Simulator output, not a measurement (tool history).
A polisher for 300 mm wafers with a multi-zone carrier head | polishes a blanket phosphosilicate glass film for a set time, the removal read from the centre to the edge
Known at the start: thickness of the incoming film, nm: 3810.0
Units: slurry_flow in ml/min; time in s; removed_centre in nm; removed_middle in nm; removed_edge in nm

run	hour	slurry_flow	centre_zone	middle_zone	edge_zone	slurry_solids	time	removed_centre	removed_middle	removed_edge
1	0	245	1	1	1	1	69	437.72	446.53	461.88
2	8.9	245	1	1	1	1	56	359.17	361.18	375.09
3	16.9	250	1.01	1.01	1.05	1.15	64	415.33	435.93	453.66
4	20.5	250	1.03	0.99	1.07	1.25	71	506.47	480.15	525.21
5	28.4	250	1.03	0.99	1.07	1.25	54	376.46	372.75	410.38
6	36	250	1.03	0.99	1.07	1.25	64	447.19	444.63	470.73

Forecast run 7:
7	43.4	250	1.02	0.98	1.1	1.35	71	?	?	?

Run 7 gave removed_centre 501.71 nm, removed_middle 496.64 nm, removed_edge 546.17 nm.

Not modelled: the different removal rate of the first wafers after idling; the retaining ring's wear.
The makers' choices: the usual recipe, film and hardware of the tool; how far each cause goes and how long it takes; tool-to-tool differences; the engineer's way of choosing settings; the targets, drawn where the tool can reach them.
